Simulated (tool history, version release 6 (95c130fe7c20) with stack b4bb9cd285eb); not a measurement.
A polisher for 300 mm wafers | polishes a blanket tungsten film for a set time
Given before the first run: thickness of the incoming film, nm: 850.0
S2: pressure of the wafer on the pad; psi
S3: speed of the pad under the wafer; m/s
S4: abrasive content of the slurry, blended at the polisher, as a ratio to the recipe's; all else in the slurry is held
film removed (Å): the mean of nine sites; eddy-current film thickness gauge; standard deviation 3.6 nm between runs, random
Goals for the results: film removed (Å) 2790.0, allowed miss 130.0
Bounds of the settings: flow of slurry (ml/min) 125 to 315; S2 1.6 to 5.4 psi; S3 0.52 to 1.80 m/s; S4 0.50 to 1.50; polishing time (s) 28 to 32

run 1 hour=0.0 | flow_of_slurry_(ml/min)=205 S2=3.5 S3=1.16 S4=1.00 polishing_time_(s)=32 | film_removed_(Å)=1826.9
run 2 hour=3.0 | flow_of_slurry_(ml/min)=205 S2=3.9 S3=1.18 S4=1.00 polishing_time_(s)=32 | film_removed_(Å)=1998.8
run 3 hour=11.9 | flow_of_slurry_(ml/min)=205 S2=4.3 S3=1.20 S4=1.00 polishing_time_(s)=32 | film_removed_(Å)=2235.5
run 4 hour=17.7 | flow_of_slurry_(ml/min)=205 S2=3.9 S3=1.20 S4=1.00 polishing_time_(s)=32 | film_removed_(Å)=2035.6
run 5 hour=19.0 | flow_of_slurry_(ml/min)=205 S2=3.9 S3=1.20 S4=1.00 polishing_time_(s)=32 | film_removed_(Å)=2047.0
run 6 hour=26.6 | flow_of_slurry_(ml/min)=205 S2=4.2 S3=1.22 S4=1.00 polishing_time_(s)=32 | film_removed_(Å)=2236.7
run 7 hour=28.8 | flow_of_slurry_(ml/min)=205 S2=4.4 S3=1.22 S4=1.00 polishing_time_(s)=32 | film_removed_(Å)=2302.2
run 8 hour=30.4 | flow_of_slurry_(ml/min)=205 S2=4.6 S3=1.22 S4=1.00 polishing_time_(s)=32 | film_removed_(Å)=2446.0
run 9 hour=37.8 | flow_of_slurry_(ml/min)=205 S2=4.7 S3=1.22 S4=1.00 polishing_time_(s)=32 | film_removed_(Å)=2434.9
run 10 hour=39.1 | flow_of_slurry_(ml/min)=205 S2=4.9 S3=1.22 S4=1.00 polishing_time_(s)=32 | film_removed_(Å)=2532.4
run 11 hour=47.1 | flow_of_slurry_(ml/min)=205 S2=5.0 S3=1.22 S4=1.00 polishing_time_(s)=32 | film_removed_(Å)=2609.1
run 12 hour=55.5 | flow_of_slurry_(ml/min)=205 S2=5.1 S3=1.22 S4=1.00 polishing_time_(s)=32 | film_removed_(Å)=2599.7

Below are 5 possible settings for the next run. Only one of them brings all results inside the allowed miss of their targets. Which is it?
run A hour=63.9 | flow_of_slurry_(ml/min)=180 S2=4.8 S3=1.30 S4=0.90 polishing_time_(s)=32 | film_removed_(Å)=?
run B hour=63.9 | flow_of_slurry_(ml/min)=235 S2=5.4 S3=1.58 S4=0.60 polishing_time_(s)=32 | film_removed_(Å)=?
run C hour=63.9 | flow_of_slurry_(ml/min)=165 S2=4.4 S3=1.38 S4=0.95 polishing_time_(s)=32 | film_removed_(Å)=?
run D hour=63.9 | flow_of_slurry_(ml/min)=185 S2=4.5 S3=1.28 S4=0.95 polishing_time_(s)=31 | film_removed_(Å)=?
run E hour=63.9 | flow_of_slurry_(ml/min)=260 S2=4.5 S3=1.40 S4=1.10 polishing_time_(s)=32 | film_removed_(Å)=?

move=A film_removed_(Å)=2453.8
move=B film_removed_(Å)=2976.4
move=C film_removed_(Å)=2377.2
move=D film_removed_(Å)=2257.8
move=E film_removed_(Å)=2710.0
A: its largest miss is bigger than the last run's
B: carries the result that was furthest off beyond its target, to the other side
C: its largest miss is bigger than the last run's
D: its largest miss is bigger than the last run's
E: in spec on every target
Move E is the one to make.
